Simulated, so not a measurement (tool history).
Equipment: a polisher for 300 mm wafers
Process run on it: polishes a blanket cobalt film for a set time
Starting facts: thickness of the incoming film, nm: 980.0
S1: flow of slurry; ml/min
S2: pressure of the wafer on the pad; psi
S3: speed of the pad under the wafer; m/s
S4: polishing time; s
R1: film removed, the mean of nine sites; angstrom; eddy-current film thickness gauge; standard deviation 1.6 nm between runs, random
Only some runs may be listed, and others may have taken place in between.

Run 1, hour 0: S1 160 ml/min, S2 2.1 psi, S3 0.9 m/s, S4 28 s. Result: R1 1330.3 angstrom.
Run 2, hour 5.2: S1 160 ml/min, S2 2.1 psi, S3 0.9 m/s, S4 28 s. Result: R1 1345.4 angstrom.
Run 3, hour 6: S1 165 ml/min, S2 2.2 psi, S3 0.9 m/s, S4 28 s. Result: R1 1402.8 angstrom.
Run 4, hour 7.8: S1 165 ml/min, S2 2.6 psi, S3 0.9 m/s, S4 28 s. Result: R1 1645.5 angstrom.
Run 5, hour 9.2: S1 165 ml/min, S2 2.6 psi, S3 0.9 m/s, S4 28 s. Result: R1 1621.2 angstrom.
Run 6, hour 11.6: S1 170 ml/min, S2 2.7 psi, S3 0.92 m/s, S4 28 s. Result: R1 1740.3 angstrom.

Expected results for the next run?
Run 7, hour 19.1: S1 175 ml/min, S2 2.8 psi, S3 0.94 m/s, S4 28 s. Result: R1 ?.

Run 7 measured R1 1846.8 angstrom.
